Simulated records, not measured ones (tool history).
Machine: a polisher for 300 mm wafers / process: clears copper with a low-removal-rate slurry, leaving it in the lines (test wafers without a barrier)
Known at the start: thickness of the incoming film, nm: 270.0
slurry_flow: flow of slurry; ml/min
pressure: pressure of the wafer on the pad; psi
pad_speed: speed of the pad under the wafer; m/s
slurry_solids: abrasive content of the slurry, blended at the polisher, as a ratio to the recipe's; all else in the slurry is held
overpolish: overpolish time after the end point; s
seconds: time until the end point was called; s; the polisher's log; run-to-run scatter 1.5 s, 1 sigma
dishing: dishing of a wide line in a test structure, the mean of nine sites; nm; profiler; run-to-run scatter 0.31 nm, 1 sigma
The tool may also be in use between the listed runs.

| run | hour | slurry_flow | pressure | pad_speed | slurry_solids | overpolish | seconds | dishing |
|---|---|---|---|---|---|---|---|---|
| 1 | 0 | 125 | 2.7 | 1.38 | 1 | 28 | 74.658 | 53.19 |
| 2 | 4.4 | 125 | 2.7 | 1.38 | 1 | 33 | 75.421 | 60.11 |
| 3 | 5.9 | 125 | 2.7 | 1.38 | 1 | 21 | 73.463 | 42.905 |
| 4 | 9.4 | 125 | 2.4 | 1.4 | 1 | 18 | 82.258 | 35.999 |
| 5 | 18.1 | 150 | 2.4 | 1.4 | 1 | 18 | 79.373 | 38.588 |
| 6 | 20.1 | 130 | 2.1 | 1.46 | 1 | 16 | 90.133 | 29.638 |

Run 7, settings as shown, results not yet in. Your forecast:
| 7 | 25.2 | 115 | 1.9 | 1.6 | 0.9 | 14 | ? | ? |

Run 7 came out at seconds 97.464 s, dishing 23.966 nm.

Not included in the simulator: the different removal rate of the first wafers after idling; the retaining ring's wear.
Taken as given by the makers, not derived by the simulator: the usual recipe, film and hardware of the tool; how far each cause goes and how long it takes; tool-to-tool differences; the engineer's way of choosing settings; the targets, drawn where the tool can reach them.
